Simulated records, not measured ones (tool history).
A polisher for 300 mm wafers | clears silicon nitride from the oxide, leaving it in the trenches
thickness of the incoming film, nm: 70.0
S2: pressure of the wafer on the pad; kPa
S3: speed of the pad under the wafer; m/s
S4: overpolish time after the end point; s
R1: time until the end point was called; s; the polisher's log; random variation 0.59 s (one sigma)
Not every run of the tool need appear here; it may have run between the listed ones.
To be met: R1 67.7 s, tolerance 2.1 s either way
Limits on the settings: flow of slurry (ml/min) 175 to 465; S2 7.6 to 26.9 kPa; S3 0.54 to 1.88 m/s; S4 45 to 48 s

{"run": 1, "hour": 0.0, "flow of slurry (ml/min)": 295, "S2": 17.2, "S3": 1.2, "S4": 45, "R1": 83.983}
{"run": 2, "hour": 3.0, "flow of slurry (ml/min)": 295, "S2": 14.5, "S3": 1.2, "S4": 45, "R1": 99.678}
{"run": 3, "hour": 6.6, "flow of slurry (ml/min)": 295, "S2": 14.5, "S3": 0.9, "S4": 45, "R1": 129.17}
{"run": 4, "hour": 8.2, "flow of slurry (ml/min)": 295, "S2": 14.5, "S3": 0.8, "S4": 45, "R1": 145.42}
{"run": 5, "hour": 14.7, "flow of slurry (ml/min)": 295, "S2": 16.5, "S3": 0.8, "S4": 45, "R1": 127.26}
{"run": 6, "hour": 17.2, "flow of slurry (ml/min)": 295, "S2": 18.6, "S3": 0.8, "S4": 45, "R1": 112.62}
{"run": 7, "hour": 20.3, "flow of slurry (ml/min)": 295, "S2": 20, "S3": 0.8, "S4": 45, "R1": 107.15}
{"run": 8, "hour": 26.1, "flow of slurry (ml/min)": 295, "S2": 21.4, "S3": 0.82, "S4": 45, "R1": 96.882}
{"run": 9, "hour": 30.9, "flow of slurry (ml/min)": 295, "S2": 21.4, "S3": 0.82, "S4": 45, "R1": 97.421}
{"run": 10, "hour": 35.2, "flow of slurry (ml/min)": 295, "S2": 22.1, "S3": 0.84, "S4": 45, "R1": 93.474}
{"run": 11, "hour": 43.2, "flow of slurry (ml/min)": 300, "S2": 26.9, "S3": 0.92, "S4": 45, "R1": 69.994}

Pick the move, out of 4, that brings all results within their allowed miss; only one does.
{"run": "A", "hour": 51.2, "flow of slurry (ml/min)": 335, "S2": 26.9, "S3": 0.94, "S4": 48, "R1": "?"}
{"run": "B", "hour": 51.2, "flow of slurry (ml/min)": 315, "S2": 25.5, "S3": 1.1, "S4": 48, "R1": "?"}
{"run": "C", "hour": 51.2, "flow of slurry (ml/min)": 295, "S2": 25.5, "S3": 0.92, "S4": 48, "R1": "?"}
{"run": "D", "hour": 51.2, "flow of slurry (ml/min)": 275, "S2": 26.9, "S3": 0.9, "S4": 45, "R1": "?"}

move=A R1=67.977
move=B R1=61.749
move=C R1=73.682
move=D R1=71.816
A: every result within its allowed miss
B: moves the result that the last run missed by most past its target, out the other side
C: misses by more than the last run did
D: misses by more than the last run did
A meets every target.
